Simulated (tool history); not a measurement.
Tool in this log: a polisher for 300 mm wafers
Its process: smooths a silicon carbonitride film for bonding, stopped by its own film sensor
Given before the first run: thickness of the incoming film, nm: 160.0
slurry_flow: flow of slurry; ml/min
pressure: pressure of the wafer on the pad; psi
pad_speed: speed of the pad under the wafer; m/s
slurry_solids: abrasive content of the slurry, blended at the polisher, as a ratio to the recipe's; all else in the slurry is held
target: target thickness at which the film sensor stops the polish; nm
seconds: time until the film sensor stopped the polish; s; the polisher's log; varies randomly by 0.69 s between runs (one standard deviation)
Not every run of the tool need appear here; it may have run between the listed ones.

| run | day | slurry_flow | pressure | pad_speed | slurry_solids | target | seconds |
|---|---|---|---|---|---|---|---|
| 1 | 0.000 | 190 | 1.6 | 1.14 | 1.00 | 147 | 68.703 |
| 2 | 0.304 | 165 | 1.6 | 1.14 | 1.00 | 147 | 70.732 |
| 3 | 0.354 | 165 | 1.8 | 1.16 | 1.00 | 147 | 60.882 |
| 4 | 0.392 | 165 | 2.0 | 1.18 | 1.00 | 147 | 54.173 |
| 5 | 0.454 | 165 | 2.1 | 1.20 | 1.00 | 147 | 51.659 |
| 6 | 0.792 | 165 | 2.1 | 1.20 | 1.00 | 147 | 50.170 |
| 7 | 1.117 | 165 | 2.2 | 1.22 | 1.00 | 147 | 48.270 |
| 8 | 1.238 | 165 | 2.3 | 1.26 | 1.00 | 147 | 46.625 |

Forecast run 9:
| 9 | 1.429 | 165 | 2.4 | 1.30 | 1.05 | 147 | ? |

seconds: 42.077 s

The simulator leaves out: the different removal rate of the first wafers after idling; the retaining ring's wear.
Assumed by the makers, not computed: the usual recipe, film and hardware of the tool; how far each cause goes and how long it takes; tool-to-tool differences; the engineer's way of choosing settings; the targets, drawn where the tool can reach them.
